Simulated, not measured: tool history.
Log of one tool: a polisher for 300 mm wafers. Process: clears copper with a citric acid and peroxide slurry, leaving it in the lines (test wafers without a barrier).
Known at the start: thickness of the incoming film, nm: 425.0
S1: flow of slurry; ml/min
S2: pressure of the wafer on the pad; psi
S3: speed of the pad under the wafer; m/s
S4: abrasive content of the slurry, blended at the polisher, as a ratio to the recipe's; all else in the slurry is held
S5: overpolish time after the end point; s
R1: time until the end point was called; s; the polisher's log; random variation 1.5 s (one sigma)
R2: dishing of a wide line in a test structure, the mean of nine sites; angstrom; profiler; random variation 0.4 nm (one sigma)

run,hour,S1,S2,S3,S4,S5,R1,R2
1,0,155,3.8,1.26,1,21,140.3,418.53
2,7.1,155,3.8,1.26,1.1,21,133.94,434.25
3,14.2,160,3.6,1.28,1.1,17,142.95,353.97
4,14.9,160,3.1,1.28,1.1,17,163.43,310.09
5,23.4,160,2.2,1.28,1.1,17,223.17,235.84
6,28.9,165,2.4,1.32,1.1,14,203.21,217.5
7,36.2,165,2.4,1.32,1.1,14,205.38,215.74
8,36.8,165,2.4,1.32,1.1,14,206.5,223.27
9,38.3,165,2.4,1.32,1.1,14,205.56,214.43
10,43.3,165,2.4,1.32,1.1,14,202.25,212.18

Run 11 comes next. What will it give?
11,51.4,170,2.6,1.34,1.1,12,?,?

{"run 11": {"R1": 186.7, "R2": 211.65}}

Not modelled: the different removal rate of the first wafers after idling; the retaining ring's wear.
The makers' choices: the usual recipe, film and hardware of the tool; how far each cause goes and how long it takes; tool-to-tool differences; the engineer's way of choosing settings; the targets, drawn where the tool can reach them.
